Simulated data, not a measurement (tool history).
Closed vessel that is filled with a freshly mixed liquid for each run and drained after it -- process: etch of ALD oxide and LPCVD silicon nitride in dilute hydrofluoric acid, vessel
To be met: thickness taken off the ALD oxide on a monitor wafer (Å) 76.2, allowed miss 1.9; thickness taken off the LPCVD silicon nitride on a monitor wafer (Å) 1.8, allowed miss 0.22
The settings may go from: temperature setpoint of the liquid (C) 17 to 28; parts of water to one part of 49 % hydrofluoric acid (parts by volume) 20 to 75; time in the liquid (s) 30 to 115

run,hour,temperature setpoint of the liquid (C),parts of water to one part of 49 % hydrofluoric acid (parts by volume),time in the liquid (s),thickness taken off the ALD oxide on a monitor wafer (Å),thickness taken off the LPCVD silicon nitride on a monitor wafer (Å)
1,0,20,45,60,218.16,5.2565
2,2.9,19,55,55,154.98,3.9558
3,8.2,18.5,60,50,126.36,3.1083
4,10,21,60,50,139.68,3.5757
5,19.1,19,60,50,129.57,2.8815
# hour 23.5: thermometer replaced
6,23.5,19.5,65,45,116.51,2.9172
7,25,19,70,40,93.795,2.3542
8,32.5,18.5,70,40,91.236,2.469
9,37.1,18,70,40,89.331,2.2021

Below are 4 possible settings for the next run. Only one of them brings all results inside the allowed miss of their targets. Which is it?
A,41.7,19.5,65,40,?,?
B,41.7,24.5,75,30,?,?
C,41.7,20.5,75,35,?,?
D,41.7,17.5,70,35,?,?

move,thickness taken off the ALD oxide on a monitor wafer (Å),thickness taken off the LPCVD silicon nitride on a monitor wafer (Å)
A,104.14,2.7619
B,82.159,2.5277
C,81.392,2.2517
D,77.28,1.9557
A: moves away from the targets compared with the last run
B: better than the last run, though not everything is in spec
C: better than the last run, though not everything is in spec
D: every result lands within tolerance
Correct choice: D, which meets every target
